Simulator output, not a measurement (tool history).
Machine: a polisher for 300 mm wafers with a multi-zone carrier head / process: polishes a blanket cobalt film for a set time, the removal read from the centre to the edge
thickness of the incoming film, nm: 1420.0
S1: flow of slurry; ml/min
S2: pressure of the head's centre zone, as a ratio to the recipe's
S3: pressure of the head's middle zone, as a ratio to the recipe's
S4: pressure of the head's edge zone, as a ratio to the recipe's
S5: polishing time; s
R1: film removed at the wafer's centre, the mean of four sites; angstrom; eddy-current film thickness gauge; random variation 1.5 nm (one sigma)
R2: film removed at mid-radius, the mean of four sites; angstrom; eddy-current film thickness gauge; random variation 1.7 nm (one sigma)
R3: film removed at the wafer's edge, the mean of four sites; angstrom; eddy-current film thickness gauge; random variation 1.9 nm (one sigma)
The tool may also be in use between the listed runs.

run  hour   S1    S2    S3    S4  S5      R1      R2      R3
  1     0  150     1     1     1  40  1576.8    1582  1587.2
  2   5.9  150     1     1     1  48  1910.3  1880.9  1942.8
  3  12.6  150  1.01     1  0.96  44  1714.6  1755.3  1724.9
  4  20.9  150  1.04  0.98  0.93  41  1666.2  1580.3    1576
  5  27.4  145  1.05  0.98   0.9  39  1577.1  1519.2    1503
  6  33.3  160  1.05  0.98   0.9  39  1634.8  1537.5  1502.5
  7  40.6  160  1.05  0.99  0.88  37  1549.3  1461.7  1429.1
     47.5  -- worn pad replaced by a new one
  8  47.5  155  1.06     1  0.86  36  1585.8    1545  1416.7
  9  51.6  155  1.06  0.99  0.85  35  1595.3  1464.1  1421.8
 10  60.5  155  1.07  1.01  0.88  34  1555.5  1458.7  1362.2

What does the tool deliver on the next run?
 11  69.5  150  1.06  1.01  0.88  33   ?   ?   ?

{"run 11": {"R1": 1468, "R2": 1406.4, "R3": 1347.1}}
